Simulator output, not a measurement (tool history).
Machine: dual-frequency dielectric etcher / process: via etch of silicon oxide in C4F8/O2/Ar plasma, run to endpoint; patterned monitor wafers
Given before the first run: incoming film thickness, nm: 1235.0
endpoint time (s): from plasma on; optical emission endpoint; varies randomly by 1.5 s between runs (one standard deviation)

| run | hour | source power (W) | bias power (W) | endpoint time (s) |
|---|---|---|---|---|
| 1 | 0 | 2440 | 2422 | 223.93 |
| 2 | 3.7 | 2540 | 2465 | 218.06 |
| 3 | 5.4 | 2620 | 2493 | 218.4 |
| 4 | 9.4 | 2710 | 2577 | 212.1 |
| 5 | 13 | 2900 | 2577 | 208 |
| 6 | 16.7 | 2900 | 2231 | 213.03 |
|  | 19.5 | source power generator calibrated |
| 7 | 19.5 | 2970 | 2301 | 208.08 |
| 8 | 23.8 | 3030 | 2346 | 208.18 |

Run 9 comes next. What will it give?
| 9 | 28.8 | 3080 | 2417 | ? |

endpoint time (s): 204.49

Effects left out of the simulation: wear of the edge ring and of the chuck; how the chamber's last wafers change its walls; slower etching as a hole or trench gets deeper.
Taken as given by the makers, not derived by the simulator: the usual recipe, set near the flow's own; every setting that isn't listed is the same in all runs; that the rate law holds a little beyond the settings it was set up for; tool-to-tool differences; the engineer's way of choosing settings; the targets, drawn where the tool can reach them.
